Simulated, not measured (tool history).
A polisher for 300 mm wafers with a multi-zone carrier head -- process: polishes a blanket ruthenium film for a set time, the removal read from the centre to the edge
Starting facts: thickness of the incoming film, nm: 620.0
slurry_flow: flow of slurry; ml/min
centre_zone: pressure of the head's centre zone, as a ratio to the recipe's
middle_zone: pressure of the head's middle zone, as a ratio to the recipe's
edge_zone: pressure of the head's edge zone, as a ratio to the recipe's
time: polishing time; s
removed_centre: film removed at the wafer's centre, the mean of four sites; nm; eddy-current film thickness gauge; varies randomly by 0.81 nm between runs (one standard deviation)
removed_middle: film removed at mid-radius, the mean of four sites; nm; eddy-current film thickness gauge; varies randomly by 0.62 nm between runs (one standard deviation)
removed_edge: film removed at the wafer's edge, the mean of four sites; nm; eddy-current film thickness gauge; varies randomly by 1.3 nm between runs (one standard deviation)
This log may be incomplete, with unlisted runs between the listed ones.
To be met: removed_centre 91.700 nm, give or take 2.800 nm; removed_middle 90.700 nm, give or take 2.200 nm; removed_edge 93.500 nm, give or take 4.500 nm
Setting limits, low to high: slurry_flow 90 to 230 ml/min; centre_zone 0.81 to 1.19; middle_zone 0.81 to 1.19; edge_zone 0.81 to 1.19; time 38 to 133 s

run 1 hour=0.0 | slurry_flow=150 centre_zone=1.00 middle_zone=1.00 edge_zone=1.00 time=85 | removed_centre=100.330 removed_middle=105.600 removed_edge=102.570
run 2 hour=7.7 | slurry_flow=145 centre_zone=1.00 middle_zone=0.99 edge_zone=0.99 time=85 | removed_centre=100.000 removed_middle=102.330 removed_edge=102.380
run 3 hour=14.6 | slurry_flow=145 centre_zone=1.00 middle_zone=0.99 edge_zone=0.99 time=94 | removed_centre=112.790 removed_middle=115.110 removed_edge=110.230
run 4 hour=19.2 | slurry_flow=140 centre_zone=0.98 middle_zone=0.97 edge_zone=0.96 time=93 | removed_centre=106.840 removed_middle=110.880 removed_edge=110.080
run 5 hour=22.7 | slurry_flow=140 centre_zone=0.98 middle_zone=1.02 edge_zone=0.96 time=93 | removed_centre=107.400 removed_middle=115.640 removed_edge=109.330
run 6 hour=24.4 | slurry_flow=140 centre_zone=0.98 middle_zone=1.08 edge_zone=0.96 time=93 | removed_centre=106.590 removed_middle=118.990 removed_edge=111.340
run 7 hour=27.1 | slurry_flow=135 centre_zone=0.98 middle_zone=1.04 edge_zone=0.95 time=92 | removed_centre=106.520 removed_middle=115.080 removed_edge=107.520
run 8 hour=34.0 | slurry_flow=130 centre_zone=0.97 middle_zone=1.01 edge_zone=0.94 time=91 | removed_centre=104.390 removed_middle=110.700 removed_edge=105.780
run 9 hour=39.8 | slurry_flow=130 centre_zone=0.97 middle_zone=1.01 edge_zone=0.94 time=91 | removed_centre=101.850 removed_middle=109.200 removed_edge=107.640

Consider the 5 candidate settings below. Which is the only one whose results all fall within their allowed miss of target?
run A hour=45.6 | slurry_flow=125 centre_zone=1.07 middle_zone=0.95 edge_zone=0.92 time=75 | removed_centre=? removed_middle=? removed_edge=?
run B hour=45.6 | slurry_flow=90 centre_zone=0.81 middle_zone=0.81 edge_zone=1.03 time=99 | removed_centre=? removed_middle=? removed_edge=?
run C hour=45.6 | slurry_flow=195 centre_zone=1.07 middle_zone=1.10 edge_zone=0.87 time=85 | removed_centre=? removed_middle=? removed_edge=?
run D hour=45.6 | slurry_flow=150 centre_zone=0.99 middle_zone=1.04 edge_zone=0.86 time=76 | removed_centre=? removed_middle=? removed_edge=?
run E hour=45.6 | slurry_flow=90 centre_zone=1.05 middle_zone=0.98 edge_zone=0.97 time=83 | removed_centre=? removed_middle=? removed_edge=?

move=A removed_centre=92.357 removed_middle=86.699 removed_edge=87.771
move=B removed_centre=85.179 removed_middle=95.495 removed_edge=115.480
move=C removed_centre=113.530 removed_middle=117.810 removed_edge=102.530
move=D removed_centre=89.772 removed_middle=97.085 removed_edge=88.789
move=E removed_centre=92.871 removed_middle=91.822 removed_edge=94.482
A: takes the result that was furthest off past its target
B: nearer the targets than the last run, but a result is still out of spec
C: misses by more than the last run did
D: nearer the targets than the last run, but a result is still out of spec
E: every result lands within tolerance
E meets every target.
